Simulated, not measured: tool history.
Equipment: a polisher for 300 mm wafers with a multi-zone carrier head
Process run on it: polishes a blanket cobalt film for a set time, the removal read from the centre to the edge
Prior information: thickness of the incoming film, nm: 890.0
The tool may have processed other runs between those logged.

run	hour	flow of slurry (ml/min)	pressure of the head's centre zone	pressure of the head's middle zone	pressure of the head's edge zone	polishing time (s)	film removed at the wafer's centre (Å)	film removed at mid-radius (Å)	film removed at the wafer's edge (Å)
1	0	210	1	1	1	60	3513.7	3541.9	3580.4
2	5.3	205	0.99	0.99	0.99	59	3425	3571	3433.6
3	9.7	205	0.99	0.99	0.99	69	3982.9	4075.6	4030.6
4	13.5	205	0.99	1.04	0.99	69	4017.9	4137.2	4096.7
5	16.7	205	0.99	1.04	0.99	80	4608	4978.8	4669.8
6	17.7	250	0.99	1.04	0.99	80	4824.4	5058.9	4709.8

Estimate the outcome of run 7 from the log above:
7	18.4	250	0.98	1.01	0.99	75	?	?	?

{"run 7": {"film removed at the wafer's centre (Å)": 4475.6, "film removed at mid-radius (Å)": 4578.3, "film removed at the wafer's edge (Å)": 4503.3}}
